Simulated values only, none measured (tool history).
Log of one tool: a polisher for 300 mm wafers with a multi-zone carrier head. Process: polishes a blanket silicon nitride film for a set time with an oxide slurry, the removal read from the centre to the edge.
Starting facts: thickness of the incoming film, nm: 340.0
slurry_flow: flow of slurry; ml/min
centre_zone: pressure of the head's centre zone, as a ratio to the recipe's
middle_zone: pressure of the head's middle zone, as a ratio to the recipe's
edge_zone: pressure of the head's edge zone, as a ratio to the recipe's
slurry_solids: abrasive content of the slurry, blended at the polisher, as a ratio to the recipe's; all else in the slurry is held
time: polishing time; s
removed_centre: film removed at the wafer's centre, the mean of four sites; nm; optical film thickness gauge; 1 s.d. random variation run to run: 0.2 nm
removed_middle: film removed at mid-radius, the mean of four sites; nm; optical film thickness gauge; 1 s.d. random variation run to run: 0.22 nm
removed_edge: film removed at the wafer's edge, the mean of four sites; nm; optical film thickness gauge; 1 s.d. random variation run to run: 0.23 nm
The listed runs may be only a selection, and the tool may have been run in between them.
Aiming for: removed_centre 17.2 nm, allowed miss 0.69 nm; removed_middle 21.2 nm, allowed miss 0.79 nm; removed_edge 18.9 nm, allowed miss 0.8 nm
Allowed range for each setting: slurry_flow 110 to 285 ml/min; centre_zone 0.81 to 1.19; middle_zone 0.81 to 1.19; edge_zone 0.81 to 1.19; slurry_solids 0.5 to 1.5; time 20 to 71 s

{"run": 1, "day": 0.0, "slurry_flow": 180, "centre_zone": 1, "middle_zone": 1, "edge_zone": 1, "slurry_solids": 1, "time": 45, "removed_centre": 40.09, "removed_middle": 38.845, "removed_edge": 38.849}
{"run": 2, "day": 0.329, "slurry_flow": 180, "centre_zone": 1, "middle_zone": 0.96, "edge_zone": 1, "slurry_solids": 1, "time": 45, "removed_centre": 40.272, "removed_middle": 39.044, "removed_edge": 39.568}
{"run": 3, "day": 0.6, "slurry_flow": 175, "centre_zone": 0.98, "middle_zone": 0.98, "edge_zone": 0.98, "slurry_solids": 0.95, "time": 43, "removed_centre": 36.997, "removed_middle": 36.2, "removed_edge": 36.15}
{"run": 4, "day": 0.692, "slurry_flow": 170, "centre_zone": 0.96, "middle_zone": 1.01, "edge_zone": 0.98, "slurry_solids": 0.9, "time": 41, "removed_centre": 33.199, "removed_middle": 34.339, "removed_edge": 33.4}
{"run": 5, "day": 0.829, "slurry_flow": 165, "centre_zone": 0.94, "middle_zone": 1.02, "edge_zone": 0.97, "slurry_solids": 0.85, "time": 39, "removed_centre": 30.234, "removed_middle": 32.368, "removed_edge": 31.518}
{"run": 6, "day": 1.062, "slurry_flow": 165, "centre_zone": 0.93, "middle_zone": 1.03, "edge_zone": 0.96, "slurry_solids": 0.8, "time": 37, "removed_centre": 27.831, "removed_middle": 30.363, "removed_edge": 28.099}
{"run": 7, "day": 1.129, "slurry_flow": 160, "centre_zone": 0.92, "middle_zone": 1.03, "edge_zone": 0.96, "slurry_solids": 0.75, "time": 36, "removed_centre": 26.421, "removed_middle": 28.567, "removed_edge": 26.782}
{"run": 8, "day": 1.292, "slurry_flow": 155, "centre_zone": 0.91, "middle_zone": 1.04, "edge_zone": 0.96, "slurry_solids": 0.7, "time": 35, "removed_centre": 23.824, "removed_middle": 27.084, "removed_edge": 25.65}
{"run": 9, "day": 1.542, "slurry_flow": 155, "centre_zone": 0.9, "middle_zone": 1.04, "edge_zone": 0.95, "slurry_solids": 0.65, "time": 34, "removed_centre": 22.515, "removed_middle": 25.782, "removed_edge": 24.019}
{"run": 10, "day": 1.671, "slurry_flow": 155, "centre_zone": 0.89, "middle_zone": 1.04, "edge_zone": 0.94, "slurry_solids": 0.65, "time": 33, "removed_centre": 21.928, "removed_middle": 24.692, "removed_edge": 22.977}
{"run": 11, "day": 1.846, "slurry_flow": 125, "centre_zone": 0.81, "middle_zone": 1.08, "edge_zone": 0.9, "slurry_solids": 0.5, "time": 29, "removed_centre": 14.76, "removed_middle": 19.199, "removed_edge": 17.461}
{"run": 12, "day": 2.179, "slurry_flow": 135, "centre_zone": 0.81, "middle_zone": 1.08, "edge_zone": 0.9, "slurry_solids": 0.5, "time": 29, "removed_centre": 15.288, "removed_middle": 19.933, "removed_edge": 17.398}
{"run": 13, "day": 2.262, "slurry_flow": 135, "centre_zone": 0.81, "middle_zone": 1.08, "edge_zone": 0.9, "slurry_solids": 0.5, "time": 29, "removed_centre": 15.036, "removed_middle": 19.632, "removed_edge": 17.577}
{"run": 14, "day": 2.342, "slurry_flow": 140, "centre_zone": 0.81, "middle_zone": 1.08, "edge_zone": 0.9, "slurry_solids": 0.5, "time": 29, "removed_centre": 14.984, "removed_middle": 20.023, "removed_edge": 17.736}
{"run": 15, "day": 2.425, "slurry_flow": 145, "centre_zone": 0.82, "middle_zone": 1.08, "edge_zone": 0.9, "slurry_solids": 0.5, "time": 29, "removed_centre": 15.733, "removed_middle": 20.032, "removed_edge": 17.982}
{"run": 16, "day": 2.754, "slurry_flow": 150, "centre_zone": 0.82, "middle_zone": 1.08, "edge_zone": 0.9, "slurry_solids": 0.5, "time": 29, "removed_centre": 15.561, "removed_middle": 20.267, "removed_edge": 17.948}
{"run": 17, "day": 2.846, "slurry_flow": 185, "centre_zone": 0.89, "middle_zone": 1.08, "edge_zone": 0.94, "slurry_solids": 0.55, "time": 29, "removed_centre": 18.674, "removed_middle": 21.371, "removed_edge": 19.59}

5 candidate next runs follow, results not yet known. Just one meets every target within its allowed miss. Identify it.
{"run": "A", "day": 2.938, "slurry_flow": 155, "centre_zone": 1.02, "middle_zone": 1.09, "edge_zone": 0.84, "slurry_solids": 0.7, "time": 28, "removed_centre": "?", "removed_middle": "?", "removed_edge": "?"}
{"run": "B", "day": 2.938, "slurry_flow": 215, "centre_zone": 1.02, "middle_zone": 1.03, "edge_zone": 0.94, "slurry_solids": 0.5, "time": 30, "removed_centre": "?", "removed_middle": "?", "removed_edge": "?"}
{"run": "C", "day": 2.938, "slurry_flow": 155, "centre_zone": 0.91, "middle_zone": 1.09, "edge_zone": 0.93, "slurry_solids": 0.5, "time": 31, "removed_centre": "?", "removed_middle": "?", "removed_edge": "?"}
{"run": "D", "day": 2.938, "slurry_flow": 220, "centre_zone": 0.81, "middle_zone": 1.01, "edge_zone": 0.85, "slurry_solids": 0.55, "time": 29, "removed_centre": "?", "removed_middle": "?", "removed_edge": "?"}
{"run": "E", "day": 2.938, "slurry_flow": 185, "centre_zone": 0.94, "middle_zone": 1.04, "edge_zone": 0.97, "slurry_solids": 0.5, "time": 30, "removed_centre": "?", "removed_middle": "?", "removed_edge": "?"}

move=A removed_centre=21.91 removed_middle=22.314 removed_edge=18.967
move=B removed_centre=22.015 removed_middle=21.228 removed_edge=19.65
move=C removed_centre=19.028 removed_middle=21.752 removed_edge=19.356
move=D removed_centre=17.549 removed_middle=21.02 removed_edge=18.86
move=E removed_centre=19.751 removed_middle=20.911 removed_edge=19.595
A: misses by more than the last run did
B: misses by more than the last run did
C: misses by more than the last run did
D: every result lands within tolerance
E: misses by more than the last run did
Answer: D

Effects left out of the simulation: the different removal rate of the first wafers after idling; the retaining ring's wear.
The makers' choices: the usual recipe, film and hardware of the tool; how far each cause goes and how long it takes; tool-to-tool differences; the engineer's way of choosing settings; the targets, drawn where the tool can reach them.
